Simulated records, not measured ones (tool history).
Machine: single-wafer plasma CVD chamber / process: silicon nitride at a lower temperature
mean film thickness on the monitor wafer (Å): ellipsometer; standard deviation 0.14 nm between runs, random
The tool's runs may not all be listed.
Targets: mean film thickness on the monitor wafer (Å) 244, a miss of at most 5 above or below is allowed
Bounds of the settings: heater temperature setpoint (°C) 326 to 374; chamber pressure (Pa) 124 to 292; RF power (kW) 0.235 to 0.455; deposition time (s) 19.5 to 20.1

| run | hour | heater temperature setpoint (°C) | chamber pressure (Pa) | RF power (kW) | deposition time (s) | mean film thickness on the monitor wafer (Å) |
|---|---|---|---|---|---|---|
| 1 | 0 | 350 | 208 | 0.345 | 19.5 | 278.62 |
| 2 | 3.9 | 350 | 192 | 0.34 | 19.5 | 269.85 |
| 3 | 7.8 | 350 | 179 | 0.335 | 19.5 | 264.52 |
| 4 | 15.6 | 350 | 179 | 0.335 | 20.1 | 273.75 |
| 5 | 19.6 | 350 | 169 | 0.325 | 20.1 | 259.46 |
| 6 | 27.1 | 350 | 161 | 0.325 | 20.1 | 259.8 |
| 7 | 35.4 | 350 | 155 | 0.32 | 20.1 | 254.38 |
| 8 | 37.1 | 350 | 149 | 0.32 | 20.1 | 255.14 |

4 next moves are on the table. One of them brings every result within its allowed miss. Which?
| A | 38.8 | 364 | 205 | 0.34 | 20.1 | ? |
| B | 38.8 | 360 | 177 | 0.305 | 19.5 | ? |
| C | 38.8 | 368 | 180 | 0.325 | 20.1 | ? |
| D | 38.8 | 347 | 145 | 0.305 | 19.5 | ? |

| move | mean film thickness on the monitor wafer (Å) |
|---|---|
| A | 282.24 |
| B | 245.6 |
| C | 264.8 |
| D | 235.04 |
A: moves away from the targets compared with the last run
B: each result inside its tolerance
C: moves away from the targets compared with the last run
D: takes the biggest miss from the last run beyond its target
So the answer is move B, the one that meets all the targets.

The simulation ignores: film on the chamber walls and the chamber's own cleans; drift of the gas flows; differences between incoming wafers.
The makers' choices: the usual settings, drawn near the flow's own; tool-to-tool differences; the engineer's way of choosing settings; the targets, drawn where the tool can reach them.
